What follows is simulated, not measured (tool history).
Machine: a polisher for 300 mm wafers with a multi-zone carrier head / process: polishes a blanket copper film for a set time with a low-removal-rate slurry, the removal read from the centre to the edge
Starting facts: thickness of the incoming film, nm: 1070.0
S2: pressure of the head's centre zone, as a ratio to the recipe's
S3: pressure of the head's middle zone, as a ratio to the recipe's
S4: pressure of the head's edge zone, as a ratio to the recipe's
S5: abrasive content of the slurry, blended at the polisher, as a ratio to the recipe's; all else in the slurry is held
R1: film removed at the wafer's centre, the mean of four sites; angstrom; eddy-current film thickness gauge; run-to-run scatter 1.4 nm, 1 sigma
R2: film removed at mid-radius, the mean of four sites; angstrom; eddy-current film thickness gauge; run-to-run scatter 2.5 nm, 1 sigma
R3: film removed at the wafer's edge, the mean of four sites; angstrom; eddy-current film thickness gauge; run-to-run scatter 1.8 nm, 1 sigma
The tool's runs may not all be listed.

Run 1, hour 0.0: flow of slurry (ml/min) 260, S2 1.00, S3 1.00, S4 1.00, S5 1.00, polishing time (s) 66. Result: R1 2116.2 angstrom, R2 1954.9 angstrom, R3 1924.1 angstrom.
Run 2, hour 2.5: flow of slurry (ml/min) 270, S2 0.98, S3 1.01, S4 1.05, S5 1.10, polishing time (s) 66. Result: R1 2124.3 angstrom, R2 1989.9 angstrom, R3 2019.3 angstrom.
Run 3, hour 6.8: flow of slurry (ml/min) 280, S2 0.96, S3 1.03, S4 1.08, S5 1.15, polishing time (s) 66. Result: R1 2139.9 angstrom, R2 2064.9 angstrom, R3 2069.2 angstrom.
Run 4, hour 13.7: flow of slurry (ml/min) 280, S2 1.04, S3 1.03, S4 1.08, S5 1.15, polishing time (s) 66. Result: R1 2335.3 angstrom, R2 2036.4 angstrom, R3 2068.0 angstrom.
At hour 21.5: centre zone pressure recalibrated.
Run 5, hour 21.5: flow of slurry (ml/min) 280, S2 1.07, S3 1.03, S4 1.08, S5 1.15, polishing time (s) 66. Result: R1 2138.6 angstrom, R2 2066.6 angstrom, R3 2054.1 angstrom.
Run 6, hour 26.1: flow of slurry (ml/min) 280, S2 1.07, S3 0.96, S4 1.08, S5 1.15, polishing time (s) 66. Result: R1 2151.1 angstrom, R2 1955.8 angstrom, R3 2053.3 angstrom.
Run 7, hour 33.5: flow of slurry (ml/min) 270, S2 1.00, S3 0.99, S4 1.11, S5 1.25, polishing time (s) 66. Result: R1 2076.3 angstrom, R2 2055.5 angstrom, R3 2119.7 angstrom.

Run 8 has not been measured yet. What should we expect?
Run 8, hour 37.6: flow of slurry (ml/min) 280, S2 0.99, S3 1.00, S4 1.13, S5 1.30, polishing time (s) 66. Result: R1 ?, R2 ?, R3 ?.

Run 8 gave R1 2057.4 angstrom, R2 2085.4 angstrom, R3 2158.7 angstrom.
